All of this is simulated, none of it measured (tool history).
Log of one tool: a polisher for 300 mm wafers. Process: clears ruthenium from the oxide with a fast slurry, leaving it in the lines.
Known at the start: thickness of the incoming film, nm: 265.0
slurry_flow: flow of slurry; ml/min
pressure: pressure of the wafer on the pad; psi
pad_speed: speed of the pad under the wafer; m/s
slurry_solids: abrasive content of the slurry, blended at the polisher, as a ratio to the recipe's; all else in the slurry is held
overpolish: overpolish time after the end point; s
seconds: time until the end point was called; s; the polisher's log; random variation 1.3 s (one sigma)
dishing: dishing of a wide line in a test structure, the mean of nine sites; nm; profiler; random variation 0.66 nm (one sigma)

{"run": 1, "hour": 0.0, "slurry_flow": 185, "pressure": 2.5, "pad_speed": 0.88, "slurry_solids": 1, "overpolish": 25, "seconds": 93.979, "dishing": 40.584}
{"run": 2, "hour": 9.0, "slurry_flow": 185, "pressure": 2.5, "pad_speed": 0.88, "slurry_solids": 0.85, "overpolish": 25, "seconds": 101.24, "dishing": 38.9}
{"run": 3, "hour": 11.4, "slurry_flow": 185, "pressure": 2.4, "pad_speed": 0.88, "slurry_solids": 0.85, "overpolish": 26, "seconds": 106.16, "dishing": 39.087}
{"run": 4, "hour": 15.9, "slurry_flow": 165, "pressure": 2.4, "pad_speed": 0.88, "slurry_solids": 0.85, "overpolish": 26, "seconds": 110.14, "dishing": 38.442}
{"run": 5, "hour": 18.1, "slurry_flow": 165, "pressure": 2.4, "pad_speed": 0.88, "slurry_solids": 1, "overpolish": 26, "seconds": 100.16, "dishing": 41.338}
{"run": 6, "hour": 20.5, "slurry_flow": 160, "pressure": 2.3, "pad_speed": 0.88, "slurry_solids": 1, "overpolish": 27, "seconds": 104.33, "dishing": 41.254}
{"run": 7, "hour": 28.5, "slurry_flow": 155, "pressure": 2.2, "pad_speed": 0.88, "slurry_solids": 1, "overpolish": 28, "seconds": 109.51, "dishing": 40.633}

Run 8 comes next. What will it give?
{"run": 8, "hour": 33.6, "slurry_flow": 150, "pressure": 2.1, "pad_speed": 0.88, "slurry_solids": 1, "overpolish": 29, "seconds": "?", "dishing": "?"}

Run 8 gave seconds 117.58 s, dishing 38.918 nm.
